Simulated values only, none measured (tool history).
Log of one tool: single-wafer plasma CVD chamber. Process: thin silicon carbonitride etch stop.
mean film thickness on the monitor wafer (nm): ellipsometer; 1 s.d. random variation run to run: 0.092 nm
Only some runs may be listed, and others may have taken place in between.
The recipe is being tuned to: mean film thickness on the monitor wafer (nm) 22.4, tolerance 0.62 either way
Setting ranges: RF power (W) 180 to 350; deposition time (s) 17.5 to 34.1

run	day	RF power (W)	deposition time (s)	mean film thickness on the monitor wafer (nm)
1	0	265	25.8	17.077
2	0.021	265	29.3	19.282
3	0.096	235	29.3	18.546
4	0.212	270	29.3	19.349
5	0.346	250	29.3	19.002
6	0.408	250	31.3	20.14
7	0.633	260	31.8	20.749
8	0.879	260	31.8	20.809
9	0.996	270	32.2	21.126
10	1.233	275	32.6	21.583

5 next moves are on the table. One of them brings every result within its allowed miss. Which?
A	1.471	290	33.2	?
B	1.471	270	30.7	?
C	1.471	280	31.5	?
D	1.471	275	31.1	?
E	1.471	280	30.7	?

move	mean film thickness on the monitor wafer (nm)
A	22.206
B	20.149
C	20.874
D	20.511
E	20.343
A: meets every target
B: the biggest miss grows against the last run
C: the biggest miss grows against the last run
D: the biggest miss grows against the last run
E: the biggest miss grows against the last run
So the answer is move A, the one that meets all the targets.

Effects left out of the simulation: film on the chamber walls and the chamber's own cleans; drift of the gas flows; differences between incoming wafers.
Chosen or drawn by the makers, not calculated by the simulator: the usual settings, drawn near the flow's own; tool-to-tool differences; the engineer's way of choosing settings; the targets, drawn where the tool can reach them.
